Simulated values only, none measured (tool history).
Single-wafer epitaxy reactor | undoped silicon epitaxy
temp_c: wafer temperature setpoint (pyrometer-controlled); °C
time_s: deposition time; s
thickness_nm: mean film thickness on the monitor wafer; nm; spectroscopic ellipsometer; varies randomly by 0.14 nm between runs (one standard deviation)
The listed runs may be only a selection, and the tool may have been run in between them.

run	hour	temp_c	time_s	thickness_nm
1	0.0	640	328	42.293
2	2.4	638	328	41.100
3	7.6	636	328	39.534
4	9.1	634	328	37.887
5	11.6	639	328	41.903
6	18.6	634	328	37.747
7	27.5	632	328	36.287
8	28.3	630	328	35.033
9	36.6	629	328	34.314

Run 10 comes next. What will it give?
10	37.7	628	328	?

thickness_nm: 33.693 nm

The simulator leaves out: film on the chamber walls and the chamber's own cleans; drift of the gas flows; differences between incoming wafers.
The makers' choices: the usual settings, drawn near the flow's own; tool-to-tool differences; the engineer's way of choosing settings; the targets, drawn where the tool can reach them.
